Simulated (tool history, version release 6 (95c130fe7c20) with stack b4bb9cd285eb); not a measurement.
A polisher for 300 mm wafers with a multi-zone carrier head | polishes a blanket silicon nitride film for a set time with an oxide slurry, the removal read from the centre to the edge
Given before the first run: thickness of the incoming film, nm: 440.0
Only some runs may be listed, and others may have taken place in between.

run  hour  flow of slurry (ml/min)  pressure of the head's centre zone  pressure of the head's middle zone  pressure of the head's edge zone  abrasive content of the slurry  polishing time (s)  film removed at the wafer's centre (nm)  film removed at mid-radius (nm)  film removed at the wafer's edge (nm)
  1     0                      175                                   1                                   1                                 1                               1                  73                                   45.388                           44.534                                 48.388
  2   6.7                      190                                1.01                                1.05                              1.02                            1.05                  73                                   48.602                           48.344                                 49.763
  3  11.9                      200                                   1                                1.08                              1.04                            1.05                  73                                   48.279                           50.213                                 51.794
  4  13.5                      200                                0.95                                1.08                              1.04                            1.05                  73                                   45.602                            50.22                                 50.267
  5    16                      160                                0.95                                1.08                              1.04                            1.05                  73                                   43.154                           48.585                                 49.412
  6  22.5                      180                                0.97                                 1.1                              1.05                            1.05                  73                                   45.775                           50.317                                  50.25
  7  23.7                      195                                0.98                                1.12                              1.06                            1.05                  73                                   46.242                           51.954                                 51.403
  8  24.2                      210                                   1                                1.13                              1.06                            1.05                  73                                   48.179                           52.364                                 51.792
  9  26.9                      210                                   1                                1.13                              1.06                            1.05                  73                                    49.18                           52.712                                 51.374

Run 10 has not been measured yet. What should we expect?
 10  29.5                      220                                   1                                1.14                              1.07                            1.05                  73                                        ?                                ?                                      ?

{"run 10": {"film removed at the wafer's centre (nm)": 48.291, "film removed at mid-radius (nm)": 53.47, "film removed at the wafer's edge (nm)": 53.17}}
